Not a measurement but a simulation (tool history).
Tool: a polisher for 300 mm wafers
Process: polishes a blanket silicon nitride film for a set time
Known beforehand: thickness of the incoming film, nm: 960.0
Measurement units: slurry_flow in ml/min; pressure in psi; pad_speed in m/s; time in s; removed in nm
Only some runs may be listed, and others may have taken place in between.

run 1 day=0.000 | slurry_flow=315 pressure=4.1 pad_speed=0.92 time=99 | removed=151.67
run 2 day=0.046 | slurry_flow=355 pressure=4.1 pad_speed=0.92 time=99 | removed=154.44
run 3 day=0.258 | slurry_flow=350 pressure=3.9 pad_speed=0.88 time=99 | removed=140.41
run 4 day=0.479 | slurry_flow=350 pressure=3.7 pad_speed=0.84 time=99 | removed=128.77
run 5 day=0.538 | slurry_flow=350 pressure=4.7 pad_speed=0.84 time=99 | removed=159.62
run 6 day=0.692 | slurry_flow=350 pressure=4.7 pad_speed=0.84 time=99 | removed=162.09
run 7 day=1.000 | slurry_flow=350 pressure=4.4 pad_speed=0.80 time=99 | removed=145.61
run 8 day=1.050 | slurry_flow=350 pressure=4.1 pad_speed=0.76 time=99 | removed=132.22
run 9 day=1.200 | slurry_flow=350 pressure=3.9 pad_speed=0.72 time=99 | removed=119.70
run 10 day=1.288 | slurry_flow=350 pressure=3.7 pad_speed=0.70 time=99 | removed=110.69

Expected results for the next run?
run 11 day=1.412 | slurry_flow=350 pressure=3.5 pad_speed=0.68 time=99 | removed=?

{"run 11": {"removed": 103.17}}

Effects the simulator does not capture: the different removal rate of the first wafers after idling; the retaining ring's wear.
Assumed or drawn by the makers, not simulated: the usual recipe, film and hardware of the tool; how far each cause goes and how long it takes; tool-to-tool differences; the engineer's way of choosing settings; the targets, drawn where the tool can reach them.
